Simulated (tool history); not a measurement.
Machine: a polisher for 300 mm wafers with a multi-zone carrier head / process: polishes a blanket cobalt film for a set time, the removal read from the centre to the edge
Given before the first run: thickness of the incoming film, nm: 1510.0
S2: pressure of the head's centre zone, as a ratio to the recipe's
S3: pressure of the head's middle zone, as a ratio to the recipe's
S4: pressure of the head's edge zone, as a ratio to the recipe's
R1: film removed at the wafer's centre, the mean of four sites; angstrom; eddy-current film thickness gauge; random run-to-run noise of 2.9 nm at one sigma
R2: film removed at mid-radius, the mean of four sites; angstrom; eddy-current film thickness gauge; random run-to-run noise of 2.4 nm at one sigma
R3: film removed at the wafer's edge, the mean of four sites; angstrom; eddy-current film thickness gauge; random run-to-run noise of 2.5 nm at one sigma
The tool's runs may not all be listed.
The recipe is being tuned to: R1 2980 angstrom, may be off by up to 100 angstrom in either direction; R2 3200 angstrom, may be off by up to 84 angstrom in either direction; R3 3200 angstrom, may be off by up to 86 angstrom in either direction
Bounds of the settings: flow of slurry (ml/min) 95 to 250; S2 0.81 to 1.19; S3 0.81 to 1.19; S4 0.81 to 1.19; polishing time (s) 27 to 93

run 1 hour=0 | flow_of_slurry_(ml/min)=160 S2=1 S3=1 S4=1 polishing_time_(s)=59 | R1=3874.2 R2=3797.5 R3=3805.4
run 2 hour=2.7 | flow_of_slurry_(ml/min)=155 S2=0.98 S3=0.99 S4=0.98 polishing_time_(s)=58 | R1=3669.8 R2=3718.8 R3=3699.3
run 3 hour=8.7 | flow_of_slurry_(ml/min)=155 S2=0.98 S3=1.04 S4=0.98 polishing_time_(s)=58 | R1=3657.9 R2=3836 R3=3727.9
run 4 hour=17.2 | flow_of_slurry_(ml/min)=155 S2=0.94 S3=1.04 S4=0.98 polishing_time_(s)=58 | R1=3510.3 R2=3815.4 R3=3751.4
run 5 hour=21.6 | flow_of_slurry_(ml/min)=150 S2=0.93 S3=1.02 S4=0.96 polishing_time_(s)=57 | R1=3424.8 R2=3669.5 R3=3582.3
run 6 hour=23.2 | flow_of_slurry_(ml/min)=145 S2=0.92 S3=1.01 S4=0.95 polishing_time_(s)=57 | R1=3356.7 R2=3603.8 R3=3528.4
run 7 hour=27.6 | flow_of_slurry_(ml/min)=100 S2=0.86 S3=0.94 S4=0.86 polishing_time_(s)=56 | R1=2803.5 R2=3125.3 R3=3194.4
run 8 hour=33.3 | flow_of_slurry_(ml/min)=105 S2=0.87 S3=0.94 S4=0.86 polishing_time_(s)=56 | R1=2828.1 R2=3233.9 R3=3237.4

Next run, 5 choices. One meets every target within its allowed miss, the rest don't. Which?
run A hour=39 | flow_of_slurry_(ml/min)=165 S2=0.83 S3=0.96 S4=0.81 polishing_time_(s)=51 | R1=? R2=? R3=?
run B hour=39 | flow_of_slurry_(ml/min)=100 S2=0.83 S3=0.93 S4=0.86 polishing_time_(s)=59 | R1=? R2=? R3=?
run C hour=39 | flow_of_slurry_(ml/min)=110 S2=0.92 S3=0.97 S4=0.89 polishing_time_(s)=54 | R1=? R2=? R3=?
run D hour=39 | flow_of_slurry_(ml/min)=100 S2=0.9 S3=0.94 S4=0.87 polishing_time_(s)=59 | R1=? R2=? R3=?
run E hour=39 | flow_of_slurry_(ml/min)=95 S2=0.84 S3=1.01 S4=0.93 polishing_time_(s)=55 | R1=? R2=? R3=?

move=A R1=2796.4 R2=3247.9 R3=3078.9
move=B R1=2876.3 R2=3324.3 R3=3392
move=C R1=2995.2 R2=3190.9 R3=3187.6
move=D R1=3121.3 R2=3345.3 R3=3405.8
move=E R1=2677.5 R2=3225.8 R3=3225.5
A: further off than the last run
B: further off than the last run
C: meets every target
D: takes the biggest miss from the last run beyond its target
E: further off than the last run
The move that meets every target is C.

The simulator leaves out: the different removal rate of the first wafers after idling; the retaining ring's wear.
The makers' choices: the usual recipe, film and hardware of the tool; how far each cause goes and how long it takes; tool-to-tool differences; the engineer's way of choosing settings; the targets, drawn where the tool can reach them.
